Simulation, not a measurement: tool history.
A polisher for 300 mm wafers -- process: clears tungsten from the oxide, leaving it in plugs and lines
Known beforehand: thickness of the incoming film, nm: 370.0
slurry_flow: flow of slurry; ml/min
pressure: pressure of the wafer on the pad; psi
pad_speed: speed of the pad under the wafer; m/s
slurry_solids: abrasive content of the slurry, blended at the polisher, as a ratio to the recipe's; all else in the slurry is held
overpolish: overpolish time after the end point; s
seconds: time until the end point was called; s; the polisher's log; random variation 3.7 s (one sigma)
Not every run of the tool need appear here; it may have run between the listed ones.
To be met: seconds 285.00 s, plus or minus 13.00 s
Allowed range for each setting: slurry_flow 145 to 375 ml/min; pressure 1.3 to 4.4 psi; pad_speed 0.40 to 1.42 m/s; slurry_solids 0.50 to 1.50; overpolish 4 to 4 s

{"run": 1, "day": 0.0, "slurry_flow": 240, "pressure": 2.8, "pad_speed": 0.9, "slurry_solids": 1.0, "overpolish": 4, "seconds": 120.9}
{"run": 2, "day": 0.283, "slurry_flow": 240, "pressure": 2.8, "pad_speed": 0.9, "slurry_solids": 1.0, "overpolish": 4, "seconds": 121.16}
{"run": 3, "day": 0.354, "slurry_flow": 240, "pressure": 2.8, "pad_speed": 0.9, "slurry_solids": 1.1, "overpolish": 4, "seconds": 119.71}
{"run": 4, "day": 0.558, "slurry_flow": 240, "pressure": 2.8, "pad_speed": 0.9, "slurry_solids": 1.1, "overpolish": 4, "seconds": 121.16}
{"run": 5, "day": 0.9, "slurry_flow": 240, "pressure": 2.6, "pad_speed": 0.86, "slurry_solids": 1.1, "overpolish": 4, "seconds": 131.4}
{"run": 6, "day": 0.967, "slurry_flow": 240, "pressure": 2.4, "pad_speed": 0.8, "slurry_solids": 1.1, "overpolish": 4, "seconds": 148.29}
{"run": 7, "day": 1.262, "slurry_flow": 240, "pressure": 2.2, "pad_speed": 0.74, "slurry_solids": 1.1, "overpolish": 4, "seconds": 172.28}
{"run": 8, "day": 1.571, "slurry_flow": 240, "pressure": 2.1, "pad_speed": 0.72, "slurry_solids": 1.1, "overpolish": 4, "seconds": 177.35}
{"run": 9, "day": 1.604, "slurry_flow": 235, "pressure": 1.3, "pad_speed": 0.48, "slurry_solids": 1.05, "overpolish": 4, "seconds": 367.57}
{"day": 1.638, "done": "head pressure recalibrated"}
{"run": 10, "day": 1.638, "slurry_flow": 235, "pressure": 1.3, "pad_speed": 0.48, "slurry_solids": 1.05, "overpolish": 4, "seconds": 407.19}
{"run": 11, "day": 1.738, "slurry_flow": 235, "pressure": 1.4, "pad_speed": 0.48, "slurry_solids": 1.05, "overpolish": 4, "seconds": 378.12}
{"run": 12, "day": 1.838, "slurry_flow": 235, "pressure": 1.4, "pad_speed": 0.48, "slurry_solids": 1.05, "overpolish": 4, "seconds": 380.11}
{"run": 13, "day": 2.196, "slurry_flow": 240, "pressure": 1.5, "pad_speed": 0.48, "slurry_solids": 1.05, "overpolish": 4, "seconds": 349.81}
{"run": 14, "day": 2.492, "slurry_flow": 250, "pressure": 1.5, "pad_speed": 0.48, "slurry_solids": 1.05, "overpolish": 4, "seconds": 352.26}
{"run": 15, "day": 2.667, "slurry_flow": 255, "pressure": 1.6, "pad_speed": 0.48, "slurry_solids": 1.05, "overpolish": 4, "seconds": 334.68}
{"run": 16, "day": 2.754, "slurry_flow": 255, "pressure": 1.6, "pad_speed": 0.48, "slurry_solids": 1.05, "overpolish": 4, "seconds": 333.72}
{"run": 17, "day": 2.825, "slurry_flow": 255, "pressure": 1.6, "pad_speed": 0.48, "slurry_solids": 1.05, "overpolish": 4, "seconds": 332.85}
{"run": 18, "day": 2.958, "slurry_flow": 265, "pressure": 1.6, "pad_speed": 0.48, "slurry_solids": 1.05, "overpolish": 4, "seconds": 330.29}
{"run": 19, "day": 3.067, "slurry_flow": 270, "pressure": 1.6, "pad_speed": 0.48, "slurry_solids": 1.05, "overpolish": 4, "seconds": 332.89}
{"run": 20, "day": 3.296, "slurry_flow": 270, "pressure": 1.7, "pad_speed": 0.48, "slurry_solids": 1.05, "overpolish": 4, "seconds": 314.04}
{"run": 21, "day": 3.592, "slurry_flow": 270, "pressure": 2.0, "pad_speed": 0.48, "slurry_solids": 1.05, "overpolish": 4, "seconds": 269.58}

Which of these 5 next moves meets every target?
{"run": "A", "day": 3.888, "slurry_flow": 305, "pressure": 1.9, "pad_speed": 0.6, "slurry_solids": 1.05, "overpolish": 4, "seconds": "?"}
{"run": "B", "day": 3.888, "slurry_flow": 270, "pressure": 2.0, "pad_speed": 0.58, "slurry_solids": 1.05, "overpolish": 4, "seconds": "?"}
{"run": "C", "day": 3.888, "slurry_flow": 280, "pressure": 1.9, "pad_speed": 0.52, "slurry_solids": 0.8, "overpolish": 4, "seconds": "?"}
{"run": "D", "day": 3.888, "slurry_flow": 370, "pressure": 2.0, "pad_speed": 0.52, "slurry_solids": 1.0, "overpolish": 4, "seconds": "?"}
{"run": "E", "day": 3.888, "slurry_flow": 240, "pressure": 2.0, "pad_speed": 0.5, "slurry_solids": 1.1, "overpolish": 4, "seconds": "?"}

move=A seconds=245.91
move=B seconds=241.72
move=C seconds=282.54
move=D seconds=252.53
move=E seconds=264.21
A: its largest miss is bigger than the last run's
B: its largest miss is bigger than the last run's
C: all results in spec
D: its largest miss is bigger than the last run's
E: its largest miss is bigger than the last run's
So the answer is move C, the one that meets all the targets.
